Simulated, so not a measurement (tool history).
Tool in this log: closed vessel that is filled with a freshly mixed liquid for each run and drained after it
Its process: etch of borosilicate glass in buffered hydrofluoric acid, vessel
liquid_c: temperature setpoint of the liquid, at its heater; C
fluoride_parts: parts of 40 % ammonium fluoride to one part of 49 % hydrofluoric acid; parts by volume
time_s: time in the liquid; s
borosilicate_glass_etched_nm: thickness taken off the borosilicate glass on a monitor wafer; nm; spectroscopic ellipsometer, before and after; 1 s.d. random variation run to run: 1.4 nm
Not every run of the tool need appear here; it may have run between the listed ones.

run 1 day=0.000 | liquid_c=23.0 fluoride_parts=9.0 time_s=85 | borosilicate_glass_etched_nm=106.55
run 2 day=0.146 | liquid_c=25.0 fluoride_parts=9.0 time_s=85 | borosilicate_glass_etched_nm=118.25
run 3 day=0.508 | liquid_c=25.0 fluoride_parts=9.0 time_s=95 | borosilicate_glass_etched_nm=130.39
run 4 day=0.788 | liquid_c=25.0 fluoride_parts=9.0 time_s=85 | borosilicate_glass_etched_nm=116.78
run 5 day=1.021 | liquid_c=25.0 fluoride_parts=9.0 time_s=85 | borosilicate_glass_etched_nm=117.11
run 6 day=1.121 | liquid_c=27.0 fluoride_parts=9.0 time_s=85 | borosilicate_glass_etched_nm=131.35

Estimate the outcome of run 7 from the log above:
run 7 day=1.400 | liquid_c=27.5 fluoride_parts=9.0 time_s=85 | borosilicate_glass_etched_nm=?

Run 7 gave borosilicate_glass_etched_nm 134.64 nm.
